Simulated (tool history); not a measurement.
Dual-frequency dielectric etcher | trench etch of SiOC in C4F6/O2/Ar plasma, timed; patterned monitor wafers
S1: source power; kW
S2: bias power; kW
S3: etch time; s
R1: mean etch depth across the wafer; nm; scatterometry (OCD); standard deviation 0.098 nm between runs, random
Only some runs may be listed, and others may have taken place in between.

run	hour	S1	S2	S3	R1
1	0.0	0.290	0.187	9	17.054
2	1.8	0.240	0.187	9	15.796
3	7.4	0.240	0.187	9	15.774
4	16.3	0.230	0.185	9	15.437
5	23.9	0.220	0.184	9	15.141
6	30.7	0.220	0.183	9	15.197

The next listed run, before its measurement:
7	32.1	0.220	0.182	9	?

R1: 15.147 nm
